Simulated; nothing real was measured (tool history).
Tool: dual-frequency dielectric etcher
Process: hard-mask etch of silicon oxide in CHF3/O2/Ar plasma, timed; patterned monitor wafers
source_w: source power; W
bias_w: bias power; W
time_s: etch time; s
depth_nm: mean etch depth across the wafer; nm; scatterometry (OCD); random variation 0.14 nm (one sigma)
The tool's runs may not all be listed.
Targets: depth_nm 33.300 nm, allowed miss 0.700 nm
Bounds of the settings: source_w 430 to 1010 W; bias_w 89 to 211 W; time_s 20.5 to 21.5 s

run	hour	source_w	bias_w	time_s	depth_nm
1	0.0	720	150	20.5	41.082
2	3.0	640	141	20.5	38.300
3	3.9	590	137	20.5	36.320
4	12.5	560	136	20.5	35.688
5	20.2	560	136	21.5	37.645
# hour 27.4: source power generator calibrated
6	27.4	530	132	21.5	36.919
7	30.7	500	128	21.5	35.856
8	35.5	430	112	21.5	32.068
9	41.3	440	112	21.5	32.197
10	43.7	440	112	21.5	32.162
11	50.3	500	115	21.5	34.224

5 next moves are on the table. One of them brings every result within its allowed miss. Which?
A	56.9	500	124	21.0	?
B	56.9	560	127	20.5	?
C	56.9	430	124	21.5	?
D	56.9	590	107	21.5	?
E	56.9	520	131	20.5	?

move	depth_nm
A	34.453
B	35.422
C	33.372
D	35.329
E	34.904
A: further off than the last run
B: further off than the last run
C: meets every target
D: further off than the last run
E: further off than the last run
Answer: C
